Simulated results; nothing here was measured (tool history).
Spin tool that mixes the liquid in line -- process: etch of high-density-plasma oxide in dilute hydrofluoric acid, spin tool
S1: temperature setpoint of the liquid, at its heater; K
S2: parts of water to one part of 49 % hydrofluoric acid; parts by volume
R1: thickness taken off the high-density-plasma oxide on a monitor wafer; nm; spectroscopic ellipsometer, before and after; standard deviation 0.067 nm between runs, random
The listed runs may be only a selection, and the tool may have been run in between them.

{"run": 1, "hour": 0.0, "S1": 296.15, "S2": 55, "time under the liquid (s)": 85, "R1": 9.449}
{"run": 2, "hour": 2.0, "S1": 296.15, "S2": 55, "time under the liquid (s)": 85, "R1": 9.4761}
{"run": 3, "hour": 9.9, "S1": 297.15, "S2": 55, "time under the liquid (s)": 85, "R1": 9.8451}
{"run": 4, "hour": 12.8, "S1": 297.15, "S2": 55, "time under the liquid (s)": 95, "R1": 11.009}
{"run": 5, "hour": 20.0, "S1": 297.65, "S2": 55, "time under the liquid (s)": 95, "R1": 11.154}
{"run": 6, "hour": 27.7, "S1": 298.15, "S2": 55, "time under the liquid (s)": 95, "R1": 11.541}

For run 7, what comes out?
{"run": 7, "hour": 33.3, "S1": 298.65, "S2": 55, "time under the liquid (s)": 95, "R1": "?"}

R1: 11.7990 nm
